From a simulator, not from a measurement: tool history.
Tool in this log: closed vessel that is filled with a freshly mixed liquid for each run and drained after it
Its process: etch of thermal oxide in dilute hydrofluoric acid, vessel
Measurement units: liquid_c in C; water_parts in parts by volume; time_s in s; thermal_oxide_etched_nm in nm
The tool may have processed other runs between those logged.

{"run": 1, "hour": 0.0, "liquid_c": 25, "water_parts": 85, "time_s": 145, "thermal_oxide_etched_nm": 8.6001}
{"run": 2, "hour": 1.9, "liquid_c": 26, "water_parts": 80, "time_s": 145, "thermal_oxide_etched_nm": 9.4541}
{"run": 3, "hour": 4.3, "liquid_c": 26.5, "water_parts": 75, "time_s": 145, "thermal_oxide_etched_nm": 10.354}
{"run": 4, "hour": 11.2, "liquid_c": 27, "water_parts": 75, "time_s": 145, "thermal_oxide_etched_nm": 10.561}
{"run": 5, "hour": 17.8, "liquid_c": 24, "water_parts": 75, "time_s": 145, "thermal_oxide_etched_nm": 9.4103}
{"run": 6, "hour": 25.3, "liquid_c": 25, "water_parts": 75, "time_s": 145, "thermal_oxide_etched_nm": 9.7951}
{"run": 7, "hour": 27.8, "liquid_c": 26, "water_parts": 75, "time_s": 145, "thermal_oxide_etched_nm": 10.207}
{"run": 8, "hour": 34.4, "liquid_c": 26.5, "water_parts": 75, "time_s": 145, "thermal_oxide_etched_nm": 10.412}
{"run": 9, "hour": 40.0, "liquid_c": 27, "water_parts": 75, "time_s": 145, "thermal_oxide_etched_nm": 10.558}
{"run": 10, "hour": 45.0, "liquid_c": 31, "water_parts": 55, "time_s": 145, "thermal_oxide_etched_nm": 17.349}

Predict the results of run 11:
{"run": 11, "hour": 46.3, "liquid_c": 30.5, "water_parts": 55, "time_s": 145, "thermal_oxide_etched_nm": "?"}

{"run 11": {"thermal_oxide_etched_nm": 16.97}}
